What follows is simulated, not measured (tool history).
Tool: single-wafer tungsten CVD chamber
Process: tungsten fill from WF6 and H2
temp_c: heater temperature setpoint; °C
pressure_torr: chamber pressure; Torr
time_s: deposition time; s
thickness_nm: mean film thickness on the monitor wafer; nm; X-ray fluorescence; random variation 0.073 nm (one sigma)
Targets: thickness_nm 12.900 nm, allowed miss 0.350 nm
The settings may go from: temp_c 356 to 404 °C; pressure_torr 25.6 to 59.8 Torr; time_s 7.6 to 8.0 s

run,hour,temp_c,pressure_torr,time_s,thickness_nm
1,0.0,380,42.7,8.0,18.753
2,1.8,377,42.5,8.0,17.520
3,4.6,375,42.4,8.0,16.984
4,11.9,383,42.4,8.0,19.725
5,16.6,383,42.4,7.6,18.703
6,23.7,380,42.2,7.6,17.446
7,30.7,377,42.0,7.6,16.799
8,38.7,375,41.8,7.6,15.994
9,46.7,373,41.7,7.6,15.301
10,51.8,372,41.6,7.6,15.004
11,58.6,371,41.5,7.6,14.900
12,62.1,370,41.4,7.6,14.316
13,68.0,369,41.4,7.6,14.222
14,71.0,368,41.3,7.6,13.923

5 next moves are on the table. One of them brings every result within its allowed miss. Which?
A,74.0,372,39.7,8.0,?
B,74.0,370,40.8,7.8,?
C,74.0,364,39.8,7.8,?
D,74.0,367,42.2,7.6,?
E,74.0,373,34.5,7.9,?

move,thickness_nm
A,15.400
B,14.618
C,12.852
D,13.627
E,14.587
A: further off than the last run
B: further off than the last run
C: meets every target
D: nearer than the last run, and not there yet
E: further off than the last run
Move C is the one to make.
